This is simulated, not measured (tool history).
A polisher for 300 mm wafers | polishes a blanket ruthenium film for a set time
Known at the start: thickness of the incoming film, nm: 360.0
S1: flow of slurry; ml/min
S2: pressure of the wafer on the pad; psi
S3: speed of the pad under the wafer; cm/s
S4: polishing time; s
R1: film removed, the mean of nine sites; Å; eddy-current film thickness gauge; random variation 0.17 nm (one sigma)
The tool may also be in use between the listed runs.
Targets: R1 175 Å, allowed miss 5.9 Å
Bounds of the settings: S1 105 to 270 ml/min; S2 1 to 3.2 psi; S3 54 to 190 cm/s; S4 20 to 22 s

run  hour   S1   S2   S3  S4      R1
  1     0  175  2.1  122  22  361.23
  2   5.4  175  2.1  104  22  314.12
  3   9.2  175  2.1  104  20  283.84
  4  16.8  175  2.1   86  20  232.64
  5  18.4  175    2   86  20  222.65
  6  20.8  175  1.9   86  20  216.19
  7  23.7  175  1.8   86  20  201.37
  8    29  170  1.7   86  20  192.09

4 next moves are on the table. One of them brings every result within its allowed miss. Which?
  A  34.3  130  1.9   84  22   ?
  B  34.3  170    1  132  20   ?
  C  34.3  175  1.6  104  22   ?
  D  34.3  155  1.9   74  22   ?

move      R1
   A  220.36
   B  174.44
   C  239.02
   D  200.31
A: further off than the last run
B: meets every target
C: further off than the last run
D: further off than the last run
Answer: B
